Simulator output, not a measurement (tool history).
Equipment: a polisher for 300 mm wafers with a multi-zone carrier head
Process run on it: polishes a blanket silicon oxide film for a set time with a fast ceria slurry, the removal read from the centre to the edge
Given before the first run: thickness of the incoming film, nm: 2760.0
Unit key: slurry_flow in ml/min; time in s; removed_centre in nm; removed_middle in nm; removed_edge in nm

run,day,slurry_flow,centre_zone,middle_zone,edge_zone,time,removed_centre,removed_middle,removed_edge
1,0,175,1,1,1,59,849.56,861.73,850.74
2,0.275,165,0.99,0.97,0.99,58,828.08,841.53,839.84
3,0.562,165,0.99,0.95,1,56,797.82,778.97,800.98
4,0.633,165,1.03,0.95,1,56,820.72,789.52,797.9
# day 0.717: worn pad replaced by a new one
5,0.717,165,1.07,0.95,1,56,943.19,871.48,879.78
6,0.942,165,1.04,0.93,1,56,927.22,852.2,904.28
7,1.262,160,1.03,0.92,1.01,54,875.09,796.88,859.07
8,1.438,160,1.01,0.91,1,53,846.55,788.06,848.78
9,1.646,165,1.01,0.91,1.02,51,814.15,779.62,819.74
10,1.754,155,1,0.9,1.01,51,802.94,752.44,805.34
11,2.129,150,0.99,0.89,1.01,50,776.78,725.8,785.85
12,2.421,145,0.98,0.88,1.01,50,755.68,726.72,779.95

Expected results for the next run?
13,2.475,145,0.97,0.87,1.01,49,?,?,?

Run 13 came out at removed_centre 739.36 nm, removed_middle 699.09 nm, removed_edge 787.14 nm.
